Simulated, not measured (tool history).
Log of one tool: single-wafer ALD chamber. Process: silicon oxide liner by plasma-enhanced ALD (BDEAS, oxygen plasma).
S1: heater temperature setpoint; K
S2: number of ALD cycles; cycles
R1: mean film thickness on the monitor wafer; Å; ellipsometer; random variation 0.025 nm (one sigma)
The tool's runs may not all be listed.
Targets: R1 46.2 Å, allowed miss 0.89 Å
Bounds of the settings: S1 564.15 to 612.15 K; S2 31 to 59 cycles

run,hour,S1,S2,R1
1,0,588.15,45,40.659
2,3,594.15,45,40.167
3,5.9,603.15,45,39.795
4,13.8,603.15,39,34.346
5,17.7,603.15,41,35.919
6,22.2,610.15,41,35.444
7,25.5,610.15,41,35.902
8,28.9,610.15,41,35.733
9,36.1,610.15,43,37.453
10,43.3,610.15,44,38.253
11,52.1,609.15,45,39.293
12,58.6,609.15,46,39.971
13,63.6,608.15,47,40.971
14,68.5,607.15,48,42.462

Which of these 5 next moves meets every target?
A,73.4,612.15,44,?
B,73.4,604.15,45,?
C,73.4,612.15,43,?
D,73.4,612.15,55,?
E,73.4,610.15,53,?

move,R1
A,38.073
B,39.466
C,37.208
D,47.592
E,46.016
A: further off than the last run
B: further off than the last run
C: further off than the last run
D: takes the result that was furthest off past its target
E: meets every target
Move E is the one to make.

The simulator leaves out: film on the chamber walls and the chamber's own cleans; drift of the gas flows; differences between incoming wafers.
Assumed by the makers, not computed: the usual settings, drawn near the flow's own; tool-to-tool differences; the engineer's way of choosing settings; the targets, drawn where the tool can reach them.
